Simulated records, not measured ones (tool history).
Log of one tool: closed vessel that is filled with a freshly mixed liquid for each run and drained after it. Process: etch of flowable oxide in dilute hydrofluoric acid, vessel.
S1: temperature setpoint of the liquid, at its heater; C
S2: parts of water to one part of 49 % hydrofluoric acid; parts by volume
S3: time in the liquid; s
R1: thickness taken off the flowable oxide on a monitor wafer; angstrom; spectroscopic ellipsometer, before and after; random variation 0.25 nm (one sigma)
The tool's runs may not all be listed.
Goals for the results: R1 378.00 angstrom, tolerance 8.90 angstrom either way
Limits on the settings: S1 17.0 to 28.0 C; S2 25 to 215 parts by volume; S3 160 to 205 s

| run | day | S1 | S2 | S3 | R1 |
|---|---|---|---|---|---|
| 1 | 0.000 | 20.0 | 120 | 205 | 314.95 |
| 2 | 0.354 | 23.5 | 120 | 205 | 357.73 |
| 3 | 0.612 | 23.5 | 85 | 205 | 527.18 |
| 4 | 0.712 | 23.5 | 60 | 205 | 769.56 |
| 5 | 0.808 | 23.5 | 60 | 160 | 612.82 |
| 6 | 0.942 | 22.0 | 65 | 160 | 516.88 |
| 7 | 1.288 | 21.0 | 65 | 160 | 503.61 |
| 8 | 1.604 | 20.0 | 65 | 160 | 480.48 |
| 9 | 1.846 | 19.5 | 65 | 160 | 469.00 |
| 10 | 2.150 | 19.0 | 65 | 160 | 460.97 |
| 11 | 2.267 | 18.5 | 65 | 160 | 452.58 |
| 12 | 2.475 | 18.0 | 65 | 160 | 441.19 |
| 13 | 2.596 | 17.5 | 70 | 160 | 396.90 |
| 14 | 2.721 | 17.0 | 70 | 160 | 387.83 |
| 15 | 2.775 | 17.0 | 75 | 160 | 363.99 |
| 16 | 2.954 | 17.0 | 75 | 160 | 360.10 |

Pick the move, out of 4, that brings all results within their allowed miss; only one does.
| A | 3.133 | 17.0 | 95 | 200 | ? |
| B | 3.133 | 18.5 | 85 | 180 | ? |
| C | 3.133 | 17.0 | 70 | 165 | ? |
| D | 3.133 | 17.0 | 80 | 165 | ? |

| move | R1 |
|---|---|
| A | 348.46 |
| B | 377.42 |
| C | 400.70 |
| D | 346.85 |
A: further off than the last run
B: each result inside its tolerance
C: carries the result that was furthest off beyond its target, to the other side
D: further off than the last run
Answer: B
